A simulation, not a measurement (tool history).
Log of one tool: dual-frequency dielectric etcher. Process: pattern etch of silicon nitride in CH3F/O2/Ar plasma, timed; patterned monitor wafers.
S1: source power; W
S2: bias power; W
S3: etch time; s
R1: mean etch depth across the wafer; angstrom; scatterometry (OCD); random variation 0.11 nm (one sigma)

Run 1, hour 0.0: S1 380 W, S2 53 W, S3 38 s. Result: R1 229.72 angstrom.
Run 2, hour 4.5: S1 360 W, S2 51 W, S3 38 s. Result: R1 222.57 angstrom.
Run 3, hour 6.5: S1 350 W, S2 50 W, S3 38 s. Result: R1 216.45 angstrom.
Run 4, hour 11.1: S1 390 W, S2 50 W, S3 38 s. Result: R1 229.87 angstrom.
Run 5, hour 11.9: S1 450 W, S2 50 W, S3 38 s. Result: R1 247.71 angstrom.
Run 6, hour 19.4: S1 450 W, S2 50 W, S3 38 s. Result: R1 247.24 angstrom.
Run 7, hour 25.2: S1 450 W, S2 50 W, S3 38 s. Result: R1 246.48 angstrom.

The next listed run, before its measurement:
Run 8, hour 31.6: S1 420 W, S2 49 W, S3 38 s. Result: R1 ?.

Run 8 gave R1 237.53 angstrom.
